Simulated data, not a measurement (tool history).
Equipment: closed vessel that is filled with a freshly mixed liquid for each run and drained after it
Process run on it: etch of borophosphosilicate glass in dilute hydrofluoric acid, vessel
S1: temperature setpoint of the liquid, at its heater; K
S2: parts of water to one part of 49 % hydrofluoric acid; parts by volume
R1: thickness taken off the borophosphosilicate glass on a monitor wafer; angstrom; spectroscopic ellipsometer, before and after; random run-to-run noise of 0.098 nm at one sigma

{"run": 1, "hour": 0.0, "S1": 294.15, "S2": 170, "time in the liquid (s)": 100, "R1": 157.5}
{"run": 2, "hour": 6.5, "S1": 294.15, "S2": 210, "time in the liquid (s)": 100, "R1": 123.23}
{"run": 3, "hour": 8.9, "S1": 296.15, "S2": 200, "time in the liquid (s)": 100, "R1": 140.95}
{"run": 4, "hour": 16.6, "S1": 297.65, "S2": 190, "time in the liquid (s)": 100, "R1": 157.56}
{"run": 5, "hour": 21.8, "S1": 298.65, "S2": 185, "time in the liquid (s)": 100, "R1": 170.23}
{"run": 6, "hour": 29.0, "S1": 300.15, "S2": 185, "time in the liquid (s)": 100, "R1": 179.42}

Estimate the outcome of run 7 from the log above:
{"run": 7, "hour": 30.6, "S1": 300.65, "S2": 180, "time in the liquid (s)": 100, "R1": "?"}

R1: 186.85 angstrom
